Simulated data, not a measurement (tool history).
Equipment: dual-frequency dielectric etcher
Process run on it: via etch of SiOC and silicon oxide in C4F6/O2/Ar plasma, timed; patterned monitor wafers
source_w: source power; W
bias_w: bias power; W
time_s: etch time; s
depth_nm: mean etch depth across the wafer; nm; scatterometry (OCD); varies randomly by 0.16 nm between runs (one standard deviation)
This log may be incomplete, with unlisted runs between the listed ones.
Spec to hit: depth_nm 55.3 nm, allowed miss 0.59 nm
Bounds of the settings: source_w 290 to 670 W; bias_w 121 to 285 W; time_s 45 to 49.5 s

run	day	source_w	bias_w	time_s	depth_nm
1	0	480	203	49.5	65.509
2	0.358	540	203	49.5	68.207
3	0.65	540	203	49.5	68.49
4	0.696	490	199	49.5	65.856
5	0.896	490	229	49.5	67.534
6	1.075	450	219	49.5	65.008
7	1.308	420	211	49.5	62.755
8	1.683	400	207	49.5	61.232
9	2.046	380	205	49.5	60.08
10	2.196	360	204	49.5	58.598
11	2.471	360	204	49.5	58.76
12	2.754	350	204	49.5	57.556
13	2.904	340	204	49.5	56.987
14	2.988	330	204	49.5	56.427
15	3.2	300	203	49.5	54.282

Exercise: of the 5 proposed moves below, exactly one satisfies all targets within the stated allowed misses. Which move is it?
A	3.412	350	194	46.5	?
B	3.412	320	208	47	?
C	3.412	340	161	48.5	?
D	3.412	340	199	48	?
E	3.412	300	226	46.5	?

move	depth_nm
A	53.669
B	53.167
C	53.288
D	55.072
E	52.257
A: further off than the last run
B: further off than the last run
C: further off than the last run
D: all results land within tolerance of their targets
E: further off than the last run
The right move is D.
